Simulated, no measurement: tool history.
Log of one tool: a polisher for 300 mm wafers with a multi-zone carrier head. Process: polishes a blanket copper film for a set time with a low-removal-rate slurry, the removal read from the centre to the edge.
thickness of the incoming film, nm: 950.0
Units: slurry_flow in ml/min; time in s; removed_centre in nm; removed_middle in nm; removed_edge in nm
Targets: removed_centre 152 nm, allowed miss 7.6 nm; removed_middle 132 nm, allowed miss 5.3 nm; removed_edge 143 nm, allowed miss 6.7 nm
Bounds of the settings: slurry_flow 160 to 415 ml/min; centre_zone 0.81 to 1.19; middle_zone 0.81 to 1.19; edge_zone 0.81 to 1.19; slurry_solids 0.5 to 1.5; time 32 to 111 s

{"run": 1, "hour": 0.0, "slurry_flow": 265, "centre_zone": 1, "middle_zone": 1, "edge_zone": 1, "slurry_solids": 1, "time": 71, "removed_centre": 225.94, "removed_middle": 229.99, "removed_edge": 222.96}
{"run": 2, "hour": 2.3, "slurry_flow": 260, "centre_zone": 1, "middle_zone": 0.96, "edge_zone": 0.99, "slurry_solids": 0.9, "time": 66, "removed_centre": 206.22, "removed_middle": 199.34, "removed_edge": 205.27}
{"run": 3, "hour": 4.0, "slurry_flow": 260, "centre_zone": 1.01, "middle_zone": 0.95, "edge_zone": 0.97, "slurry_solids": 0.8, "time": 61, "removed_centre": 184.2, "removed_middle": 180.6, "removed_edge": 183.8}
{"run": 4, "hour": 9.3, "slurry_flow": 260, "centre_zone": 1.09, "middle_zone": 0.95, "edge_zone": 0.97, "slurry_solids": 0.8, "time": 61, "removed_centre": 198.41, "removed_middle": 176.22, "removed_edge": 185.75}
{"run": 5, "hour": 18.2, "slurry_flow": 260, "centre_zone": 1.09, "middle_zone": 0.93, "edge_zone": 0.95, "slurry_solids": 0.75, "time": 58, "removed_centre": 187.57, "removed_middle": 163.97, "removed_edge": 168.57}
{"run": 6, "hour": 21.3, "slurry_flow": 260, "centre_zone": 1.09, "middle_zone": 0.93, "edge_zone": 0.95, "slurry_solids": 0.75, "time": 68, "removed_centre": 218.67, "removed_middle": 194.3, "removed_edge": 200.43}
{"run": 7, "hour": 28.5, "slurry_flow": 255, "centre_zone": 1.08, "middle_zone": 0.91, "edge_zone": 0.94, "slurry_solids": 0.7, "time": 64, "removed_centre": 200.75, "removed_middle": 171.56, "removed_edge": 181.88}
{"run": 8, "hour": 29.2, "slurry_flow": 250, "centre_zone": 1.05, "middle_zone": 0.89, "edge_zone": 0.92, "slurry_solids": 0.65, "time": 62, "removed_centre": 181.01, "removed_middle": 162.72, "removed_edge": 170.97}
{"run": 9, "hour": 36.6, "slurry_flow": 245, "centre_zone": 1.05, "middle_zone": 0.87, "edge_zone": 0.91, "slurry_solids": 0.6, "time": 61, "removed_centre": 181.69, "removed_middle": 155.57, "removed_edge": 165.33}
{"run": 10, "hour": 38.1, "slurry_flow": 245, "centre_zone": 1.05, "middle_zone": 0.87, "edge_zone": 0.91, "slurry_solids": 0.6, "time": 61, "removed_centre": 179.76, "removed_middle": 157.22, "removed_edge": 166.29}
{"run": 11, "hour": 41.9, "slurry_flow": 240, "centre_zone": 1.04, "middle_zone": 0.86, "edge_zone": 0.9, "slurry_solids": 0.6, "time": 59, "removed_centre": 171.69, "removed_middle": 151.49, "removed_edge": 160.61}
{"run": 12, "hour": 44.6, "slurry_flow": 240, "centre_zone": 1.04, "middle_zone": 0.85, "edge_zone": 0.9, "slurry_solids": 0.6, "time": 58, "removed_centre": 165.77, "removed_middle": 145.62, "removed_edge": 156.83}
{"run": 13, "hour": 46.4, "slurry_flow": 240, "centre_zone": 1.04, "middle_zone": 0.84, "edge_zone": 0.89, "slurry_solids": 0.6, "time": 57, "removed_centre": 169.76, "removed_middle": 139.3, "removed_edge": 152.91}
{"run": 14, "hour": 55.3, "slurry_flow": 240, "centre_zone": 1.03, "middle_zone": 0.84, "edge_zone": 0.88, "slurry_solids": 0.6, "time": 57, "removed_centre": 164.44, "removed_middle": 138.94, "removed_edge": 154.99}
{"run": 15, "hour": 56.9, "slurry_flow": 235, "centre_zone": 1.03, "middle_zone": 0.84, "edge_zone": 0.87, "slurry_solids": 0.6, "time": 56, "removed_centre": 160.95, "removed_middle": 135.41, "removed_edge": 148.72}

4 next moves are on the table. One of them brings every result within its allowed miss. Which?
{"run": "A", "hour": 58.5, "slurry_flow": 315, "centre_zone": 1.08, "middle_zone": 0.81, "edge_zone": 0.81, "slurry_solids": 0.65, "time": 57, "removed_centre": "?", "removed_middle": "?", "removed_edge": "?"}
{"run": "B", "hour": 58.5, "slurry_flow": 160, "centre_zone": 1.14, "middle_zone": 0.95, "edge_zone": 0.85, "slurry_solids": 0.5, "time": 58, "removed_centre": "?", "removed_middle": "?", "removed_edge": "?"}
{"run": "C", "hour": 58.5, "slurry_flow": 330, "centre_zone": 1.02, "middle_zone": 0.86, "edge_zone": 0.9, "slurry_solids": 0.65, "time": 50, "removed_centre": "?", "removed_middle": "?", "removed_edge": "?"}
{"run": "D", "hour": 58.5, "slurry_flow": 230, "centre_zone": 1.13, "middle_zone": 0.9, "edge_zone": 0.81, "slurry_solids": 0.6, "time": 54, "removed_centre": "?", "removed_middle": "?", "removed_edge": "?"}

move=A removed_centre=179.62 removed_middle=143.84 removed_edge=153.99
move=B removed_centre=167.55 removed_middle=147.24 removed_edge=143.43
move=C removed_centre=150.88 removed_middle=133.04 removed_edge=141.91
move=D removed_centre=168.43 removed_middle=141.91 removed_edge=140.16
A: further off than the last run
B: further off than the last run
C: meets every target
D: further off than the last run
The right move is C.

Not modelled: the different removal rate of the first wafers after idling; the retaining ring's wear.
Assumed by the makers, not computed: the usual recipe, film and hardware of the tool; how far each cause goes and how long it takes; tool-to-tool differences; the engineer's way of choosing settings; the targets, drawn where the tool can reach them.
